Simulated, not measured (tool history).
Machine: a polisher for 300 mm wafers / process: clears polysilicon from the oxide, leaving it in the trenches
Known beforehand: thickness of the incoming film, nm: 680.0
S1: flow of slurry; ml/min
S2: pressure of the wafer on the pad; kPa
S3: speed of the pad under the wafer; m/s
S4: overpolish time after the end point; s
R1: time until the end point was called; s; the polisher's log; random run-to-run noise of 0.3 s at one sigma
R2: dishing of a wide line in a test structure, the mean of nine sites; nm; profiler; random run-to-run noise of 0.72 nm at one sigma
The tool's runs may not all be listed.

run 1 day=0 | S1=305 S2=17.2 S3=1.1 S4=10 | R1=43.704 R2=59.752
run 2 day=0.071 | S1=305 S2=17.2 S3=1.1 S4=8 | R1=44.951 R2=55.584
run 3 day=0.317 | S1=305 S2=20.7 S3=1.1 S4=8 | R1=39.001 R2=57.718
run 4 day=0.546 | S1=305 S2=22.1 S3=1.1 S4=9 | R1=37.085 R2=62.043
run 5 day=0.746 | S1=305 S2=22.1 S3=1.1 S4=12 | R1=36.785 R2=65.847
run 6 day=0.921 | S1=305 S2=22.8 S3=1.1 S4=12 | R1=36.702 R2=64.929
run 7 day=0.962 | S1=305 S2=23.4 S3=1.1 S4=12 | R1=34.856 R2=66.602
run 8 day=0.992 | S1=305 S2=24.1 S3=1.1 S4=12 | R1=34.382 R2=65.928

The next listed run, before its measurement:
-- day=1.304 head pressure recalibrated
run 9 day=1.304 | S1=305 S2=24.8 S3=1.1 S4=12 | R1=? R2=?

{"run 9": {"R1": 32.124, "R2": 67.61}}
